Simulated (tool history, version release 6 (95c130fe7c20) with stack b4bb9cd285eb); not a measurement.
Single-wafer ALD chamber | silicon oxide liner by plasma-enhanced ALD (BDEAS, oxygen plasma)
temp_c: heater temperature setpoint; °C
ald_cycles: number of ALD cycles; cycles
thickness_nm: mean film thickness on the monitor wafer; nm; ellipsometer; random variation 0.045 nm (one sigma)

run	hour	temp_c	ald_cycles	thickness_nm
1	0	320	73	6.6409
2	4.5	312	73	6.7165
3	11.8	312	64	5.874
4	16.6	319	64	5.8048
5	19.9	318	68	6.1458
6	28.7	312	68	6.209
7	33.4	312	71	6.4575

Forecast run 8:
8	34.6	309	83	?

thickness_nm: 7.629 nm

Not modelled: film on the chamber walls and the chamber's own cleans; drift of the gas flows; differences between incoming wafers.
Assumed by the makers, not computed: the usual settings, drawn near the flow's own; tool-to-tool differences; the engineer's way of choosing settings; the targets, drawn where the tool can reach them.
